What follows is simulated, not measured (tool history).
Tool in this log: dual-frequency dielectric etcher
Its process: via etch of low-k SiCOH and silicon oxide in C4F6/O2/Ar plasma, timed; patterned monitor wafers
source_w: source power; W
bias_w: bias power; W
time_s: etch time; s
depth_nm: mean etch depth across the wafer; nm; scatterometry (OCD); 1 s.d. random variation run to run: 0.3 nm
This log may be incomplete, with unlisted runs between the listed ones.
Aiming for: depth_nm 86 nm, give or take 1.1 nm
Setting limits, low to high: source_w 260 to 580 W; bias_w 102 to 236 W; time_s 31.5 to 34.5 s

{"run": 1, "hour": 0.0, "source_w": 420, "bias_w": 169, "time_s": 34.5, "depth_nm": 80.315}
{"run": 2, "hour": 4.1, "source_w": 460, "bias_w": 169, "time_s": 34.5, "depth_nm": 82.915}
{"run": 3, "hour": 4.9, "source_w": 410, "bias_w": 169, "time_s": 34.5, "depth_nm": 80.331}
{"run": 4, "hour": 5.8, "source_w": 430, "bias_w": 170, "time_s": 34.5, "depth_nm": 80.681}
{"run": 5, "hour": 8.8, "source_w": 430, "bias_w": 170, "time_s": 31.5, "depth_nm": 74.312}
{"run": 6, "hour": 13.8, "source_w": 430, "bias_w": 188, "time_s": 31.5, "depth_nm": 76.874}
{"hour": 16.4, "done": "source power generator calibrated"}
{"run": 7, "hour": 16.4, "source_w": 460, "bias_w": 190, "time_s": 31.5, "depth_nm": 78.153}
{"run": 8, "hour": 22.3, "source_w": 480, "bias_w": 195, "time_s": 31.5, "depth_nm": 80.394}
{"run": 9, "hour": 29.7, "source_w": 480, "bias_w": 195, "time_s": 31.5, "depth_nm": 80.726}
{"run": 10, "hour": 35.5, "source_w": 480, "bias_w": 195, "time_s": 31.5, "depth_nm": 80.778}
{"run": 11, "hour": 38.0, "source_w": 500, "bias_w": 196, "time_s": 31.5, "depth_nm": 81.434}
{"run": 12, "hour": 42.1, "source_w": 520, "bias_w": 197, "time_s": 31.5, "depth_nm": 82.159}
{"run": 13, "hour": 46.4, "source_w": 530, "bias_w": 200, "time_s": 31.5, "depth_nm": 82.988}
{"run": 14, "hour": 49.0, "source_w": 540, "bias_w": 202, "time_s": 31.5, "depth_nm": 83.901}
{"run": 15, "hour": 49.7, "source_w": 550, "bias_w": 203, "time_s": 31.5, "depth_nm": 84.235}
{"run": 16, "hour": 50.4, "source_w": 550, "bias_w": 203, "time_s": 31.5, "depth_nm": 84.991}

Exactly one of the 4 candidate moves below puts every result within its allowed miss. Which one?
{"run": "A", "hour": 51.1, "source_w": 560, "bias_w": 190, "time_s": 31.5, "depth_nm": "?"}
{"run": "B", "hour": 51.1, "source_w": 510, "bias_w": 197, "time_s": 31.5, "depth_nm": "?"}
{"run": "C", "hour": 51.1, "source_w": 490, "bias_w": 207, "time_s": 32, "depth_nm": "?"}
{"run": "D", "hour": 51.1, "source_w": 530, "bias_w": 200, "time_s": 32.5, "depth_nm": "?"}

move=A depth_nm=82.613
move=B depth_nm=81.522
move=C depth_nm=83.505
move=D depth_nm=85.586
A: its largest miss is bigger than the last run's
B: its largest miss is bigger than the last run's
C: its largest miss is bigger than the last run's
D: all results land within tolerance of their targets
So the answer is move D, the one that meets all the targets.
